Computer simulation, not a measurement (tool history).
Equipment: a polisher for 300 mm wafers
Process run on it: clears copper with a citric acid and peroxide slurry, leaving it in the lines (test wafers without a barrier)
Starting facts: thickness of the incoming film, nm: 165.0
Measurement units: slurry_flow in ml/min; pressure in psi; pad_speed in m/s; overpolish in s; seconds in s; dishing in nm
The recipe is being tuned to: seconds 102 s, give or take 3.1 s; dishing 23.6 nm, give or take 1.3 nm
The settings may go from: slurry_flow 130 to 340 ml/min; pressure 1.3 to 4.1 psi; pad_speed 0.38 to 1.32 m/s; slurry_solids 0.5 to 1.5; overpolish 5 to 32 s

Run 1, day 0: slurry_flow 220 ml/min, pressure 2.7 psi, pad_speed 0.84 m/s, slurry_solids 1, overpolish 16 s. Result: seconds 110.04 s, dishing 17.459 nm.
Run 2, day 0.367: slurry_flow 220 ml/min, pressure 2.7 psi, pad_speed 0.68 m/s, slurry_solids 1, overpolish 16 s. Result: seconds 134.75 s, dishing 14.422 nm.
Run 3, day 0.65: slurry_flow 220 ml/min, pressure 2.9 psi, pad_speed 0.68 m/s, slurry_solids 1, overpolish 17 s. Result: seconds 128.12 s, dishing 16.24 nm.
Run 4, day 0.717: slurry_flow 220 ml/min, pressure 2.9 psi, pad_speed 0.56 m/s, slurry_solids 1, overpolish 17 s. Result: seconds 153.43 s, dishing 13.636 nm.
Run 5, day 0.825: slurry_flow 220 ml/min, pressure 2.9 psi, pad_speed 0.42 m/s, slurry_solids 1, overpolish 17 s. Result: seconds 203.12 s, dishing 10.725 nm.
Run 6, day 1.167: slurry_flow 220 ml/min, pressure 3.2 psi, pad_speed 0.42 m/s, slurry_solids 1, overpolish 17 s. Result: seconds 186.42 s, dishing 11.437 nm.
Run 7, day 1.492: slurry_flow 220 ml/min, pressure 3.5 psi, pad_speed 0.5 m/s, slurry_solids 1, overpolish 18 s. Result: seconds 150.35 s, dishing 15.394 nm.
Run 8, day 1.7: slurry_flow 225 ml/min, pressure 3.7 psi, pad_speed 0.54 m/s, slurry_solids 1, overpolish 18 s. Result: seconds 132.66 s, dishing 16.618 nm.
Run 9, day 1.771: slurry_flow 230 ml/min, pressure 3.8 psi, pad_speed 0.58 m/s, slurry_solids 1, overpolish 19 s. Result: seconds 121.77 s, dishing 18.768 nm.
Run 10, day 2.112: slurry_flow 230 ml/min, pressure 3.9 psi, pad_speed 0.6 m/s, slurry_solids 1, overpolish 19 s. Result: seconds 114.91 s, dishing 19.513 nm.
Run 11, day 2.362: slurry_flow 230 ml/min, pressure 4 psi, pad_speed 0.62 m/s, slurry_solids 1, overpolish 20 s. Result: seconds 109.12 s, dishing 21.885 nm.
Run 12, day 2.6: slurry_flow 235 ml/min, pressure 4 psi, pad_speed 0.62 m/s, slurry_solids 1, overpolish 20 s. Result: seconds 109.46 s, dishing 22.141 nm.

Of the 5 settings listed for the next run, only one would bring every result within its allowed miss of target. Which one?
Run A, day 2.838: slurry_flow 220 ml/min, pressure 3.5 psi, pad_speed 0.74 m/s, slurry_solids 1.05, overpolish 21 s. Result: seconds ?, dishing ?.
Run B, day 2.838: slurry_flow 140 ml/min, pressure 3.6 psi, pad_speed 0.7 m/s, slurry_solids 1, overpolish 17 s. Result: seconds ?, dishing ?.
Run C, day 2.838: slurry_flow 225 ml/min, pressure 2.9 psi, pad_speed 0.78 m/s, slurry_solids 1.2, overpolish 19 s. Result: seconds ?, dishing ?.
Run D, day 2.838: slurry_flow 230 ml/min, pressure 3.9 psi, pad_speed 0.62 m/s, slurry_solids 1.1, overpolish 20 s. Result: seconds ?, dishing ?.
Run E, day 2.838: slurry_flow 230 ml/min, pressure 4 psi, pad_speed 0.56 m/s, slurry_solids 1, overpolish 21 s. Result: seconds ?, dishing ?.

move  seconds  dishing
   A   102.96    23.55
   B   113.46   18.086
   C    109.2   20.464
   D   110.68   21.332
   E   122.28   20.438
A: each result inside its tolerance
B: moves away from the targets compared with the last run
C: neither nearer nor further off than the last run
D: moves away from the targets compared with the last run
E: moves away from the targets compared with the last run
A is the move that brings every result within its allowed miss.
